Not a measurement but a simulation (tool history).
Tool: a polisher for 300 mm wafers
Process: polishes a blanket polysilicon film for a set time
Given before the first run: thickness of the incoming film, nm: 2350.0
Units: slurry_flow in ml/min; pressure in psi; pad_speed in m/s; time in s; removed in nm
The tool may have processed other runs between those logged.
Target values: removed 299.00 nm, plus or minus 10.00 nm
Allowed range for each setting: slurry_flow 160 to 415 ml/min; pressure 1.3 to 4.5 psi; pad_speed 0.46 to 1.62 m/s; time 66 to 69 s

run	hour	slurry_flow	pressure	pad_speed	time	removed
1	0.0	265	2.9	1.04	66	577.32
2	8.4	205	2.9	1.04	66	549.91
3	15.2	200	2.5	1.02	66	466.17
4	19.3	200	1.9	1.02	66	352.66
5	28.1	200	2.4	1.02	66	437.65
6	29.8	195	2.2	1.02	66	419.12
7	38.5	195	2.0	1.02	66	373.05
8	46.8	195	1.9	1.02	66	360.97
9	48.8	195	1.8	1.02	66	335.81
10	52.7	195	1.7	1.02	66	313.39

Next run, 5 choices. One meets every target within its allowed miss, the rest don't. Which?
A	56.6	205	1.4	1.18	69	?
B	56.6	200	1.4	1.14	66	?
C	56.6	160	1.8	1.00	69	?
D	56.6	160	1.6	1.16	66	?
E	56.6	205	1.8	0.90	69	?

move	removed
A	323.92
B	298.48
C	334.92
D	330.86
E	315.99
A: misses by more than the last run did
B: all results land within tolerance of their targets
C: misses by more than the last run did
D: misses by more than the last run did
E: misses by more than the last run did
Go with B: it meets all targets.
